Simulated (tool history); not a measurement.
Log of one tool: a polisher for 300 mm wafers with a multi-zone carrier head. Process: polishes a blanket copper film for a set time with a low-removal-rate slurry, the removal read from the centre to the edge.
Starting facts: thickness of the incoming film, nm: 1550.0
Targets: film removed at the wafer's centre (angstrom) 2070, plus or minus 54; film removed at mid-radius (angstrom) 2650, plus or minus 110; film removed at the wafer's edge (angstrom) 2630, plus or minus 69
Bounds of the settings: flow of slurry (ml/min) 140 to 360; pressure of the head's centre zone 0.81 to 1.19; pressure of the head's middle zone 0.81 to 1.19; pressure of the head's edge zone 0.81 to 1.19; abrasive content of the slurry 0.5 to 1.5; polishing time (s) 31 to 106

run	hour	flow of slurry (ml/min)	pressure of the head's centre zone	pressure of the head's middle zone	pressure of the head's edge zone	abrasive content of the slurry	polishing time (s)	film removed at the wafer's centre (angstrom)	film removed at mid-radius (angstrom)	film removed at the wafer's edge (angstrom)
1	0	230	1	1	1	1	68	2131.7	2113.5	2137.9
2	4.8	245	0.96	1.03	1.05	1.1	68	2101.9	2167.5	2230.5
3	13	250	0.92	1.07	1.08	1.2	69	2122.3	2354.7	2327.6
4	20.2	250	0.86	1.07	1.08	1.2	69	1957.1	2337.3	2336
5	27	250	0.86	1.07	1.08	1.35	69	1994.1	2418.5	2367.6
6	32.8	250	0.86	1.01	1.08	1.35	69	1992	2226.1	2383.5
7	40.9	260	0.85	1.04	1.11	1.4	69	1995.5	2365.8	2403.2
8	46.4	285	0.81	1.05	1.19	1.5	73	2043.9	2624.3	2717.5

Consider the 5 candidate settings below. Which is the only one whose results all fall within their allowed miss of target?
A	51.9	275	0.83	1.06	1.19	1.5	74	?	?	?
B	51.9	225	0.81	1.15	1.14	1.5	76	?	?	?
C	51.9	265	0.83	1.09	1.14	1.5	73	?	?	?
D	51.9	280	0.81	1.11	1.15	1.5	70	?	?	?
E	51.9	325	0.84	1.13	1.15	1.45	68	?	?	?

move	film removed at the wafer's centre (angstrom)	film removed at mid-radius (angstrom)	film removed at the wafer's edge (angstrom)
A	2129.3	2577.5	2732.9
B	2091.4	2786.6	2708.4
C	2093.3	2595.6	2634
D	1969.3	2540.6	2544.8
E	1999.1	2520.5	2478.7
A: the biggest miss grows against the last run
B: no better and no worse than the last run
C: hits every target within its allowed miss
D: takes the result that was furthest off past its target
E: takes the result that was furthest off past its target
Move C is the one to make.

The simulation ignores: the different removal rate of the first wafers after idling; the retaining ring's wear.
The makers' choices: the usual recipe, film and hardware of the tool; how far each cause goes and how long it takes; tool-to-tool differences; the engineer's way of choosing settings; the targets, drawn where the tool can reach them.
